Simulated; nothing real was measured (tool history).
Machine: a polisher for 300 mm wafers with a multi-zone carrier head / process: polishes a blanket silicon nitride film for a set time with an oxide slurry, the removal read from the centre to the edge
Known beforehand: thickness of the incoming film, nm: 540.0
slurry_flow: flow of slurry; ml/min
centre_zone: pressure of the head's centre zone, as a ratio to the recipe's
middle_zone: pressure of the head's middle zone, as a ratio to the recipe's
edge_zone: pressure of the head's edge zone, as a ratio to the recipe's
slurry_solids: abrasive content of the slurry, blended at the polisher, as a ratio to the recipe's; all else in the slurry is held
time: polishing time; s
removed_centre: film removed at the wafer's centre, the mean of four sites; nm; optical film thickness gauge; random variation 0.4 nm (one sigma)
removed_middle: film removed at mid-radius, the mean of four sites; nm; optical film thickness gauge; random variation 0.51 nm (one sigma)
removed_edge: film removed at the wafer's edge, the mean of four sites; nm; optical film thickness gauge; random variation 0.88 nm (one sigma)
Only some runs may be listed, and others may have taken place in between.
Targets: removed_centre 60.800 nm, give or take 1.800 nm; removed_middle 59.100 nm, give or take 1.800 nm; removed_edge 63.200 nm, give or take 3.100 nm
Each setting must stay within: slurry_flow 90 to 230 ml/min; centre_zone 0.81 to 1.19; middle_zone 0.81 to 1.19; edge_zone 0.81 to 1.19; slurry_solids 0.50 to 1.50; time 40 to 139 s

run	hour	slurry_flow	centre_zone	middle_zone	edge_zone	slurry_solids	time	removed_centre	removed_middle	removed_edge
1	0.0	150	1.00	1.00	1.00	1.00	89	47.399	47.503	48.334
2	6.9	150	1.00	1.09	1.00	1.00	89	47.511	50.307	48.710
3	10.9	160	1.02	1.09	1.05	1.05	89	49.400	52.219	52.228
4	13.8	160	1.02	1.12	1.05	1.05	89	49.581	54.099	51.189
5	17.2	170	1.04	1.10	1.08	1.10	89	51.417	54.026	52.949
6	20.8	205	1.04	1.10	1.08	1.10	89	52.597	56.081	54.641
7	24.8	205	1.05	1.09	1.10	1.15	89	54.350	56.197	55.577
8	31.4	205	1.05	1.08	1.12	1.20	89	54.591	56.319	57.865
9	37.5	205	1.06	1.08	1.13	1.25	89	55.684	56.830	58.186

Which one of the following 5 next-run settings gets every result inside its allowed miss? There is exactly one.
A	43.6	225	1.02	1.08	1.19	1.20	88	?	?	?
B	43.6	180	1.13	0.98	1.19	1.15	97	?	?	?
C	43.6	160	1.09	1.07	1.12	1.15	87	?	?	?
D	43.6	185	1.11	1.05	1.19	1.25	96	?	?	?
E	43.6	200	1.19	1.09	1.07	1.35	85	?	?	?

move	removed_centre	removed_middle	removed_edge
A	54.132	56.375	58.794
B	60.830	55.194	62.481
C	51.977	51.717	53.413
D	61.315	59.210	63.573
E	59.146	55.836	55.016
A: misses by more than the last run did
B: meets the target for the result that was furthest off, but another lies outside its allowed miss
C: misses by more than the last run did
D: hits every target within its allowed miss
E: meets the target for the result that was furthest off, but another lies outside its allowed miss
D meets every target.
